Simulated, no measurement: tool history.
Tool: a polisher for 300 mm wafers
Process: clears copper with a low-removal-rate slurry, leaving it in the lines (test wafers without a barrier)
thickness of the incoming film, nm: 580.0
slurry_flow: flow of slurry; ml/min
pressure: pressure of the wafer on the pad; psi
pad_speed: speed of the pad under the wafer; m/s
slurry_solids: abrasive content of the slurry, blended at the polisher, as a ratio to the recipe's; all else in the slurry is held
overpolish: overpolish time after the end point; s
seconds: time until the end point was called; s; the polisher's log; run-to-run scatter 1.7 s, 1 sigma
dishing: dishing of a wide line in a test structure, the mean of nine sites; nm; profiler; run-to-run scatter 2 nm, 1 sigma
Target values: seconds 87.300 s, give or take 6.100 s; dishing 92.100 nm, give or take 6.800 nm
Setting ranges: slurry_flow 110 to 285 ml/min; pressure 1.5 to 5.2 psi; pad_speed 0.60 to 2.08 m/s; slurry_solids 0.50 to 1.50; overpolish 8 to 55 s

run    day  slurry_flow  pressure  pad_speed  slurry_solids  overpolish  seconds  dishing
  1  0.000          180       3.3       1.34           1.00          28  123.660   83.449
  2  0.371          205       3.3       1.34           1.00          28  121.060   81.226
  3  0.583          205       2.6       1.34           1.00          28  151.800   67.218
  4  0.933          205       2.6       1.34           1.10          28  145.930   71.208
  5  1.112          205       2.6       1.34           1.10          34  145.420   80.172
  6  1.362          205       3.0       1.34           1.10          34  130.140   88.082
     1.638  -- slurry blender recalibrated
  7  1.638          205       3.2       1.36           1.10          32  120.720   93.303
  8  1.854          205       3.4       1.38           1.10          30  108.890   92.992

Consider the 4 candidate settings below. Which is the only one whose results all fall within their allowed miss of target?
  A  2.071          235       4.0       1.44           1.20          23        ?        ?
  B  2.071          155       2.6       1.72           1.00          35        ?        ?
  C  2.071          255       4.1       1.64           1.10          22        ?        ?
  D  2.071          190       3.5       1.48           1.05          28        ?        ?

move  seconds  dishing
   A   88.765   93.112
   B  122.870   93.626
   C   76.874  100.080
   D  103.300   94.562
A: all results in spec
B: the biggest miss grows against the last run
C: moves the result that the last run missed by most past its target, out the other side
D: an improvement on the last run, though not all results are within tolerance
Answer: A

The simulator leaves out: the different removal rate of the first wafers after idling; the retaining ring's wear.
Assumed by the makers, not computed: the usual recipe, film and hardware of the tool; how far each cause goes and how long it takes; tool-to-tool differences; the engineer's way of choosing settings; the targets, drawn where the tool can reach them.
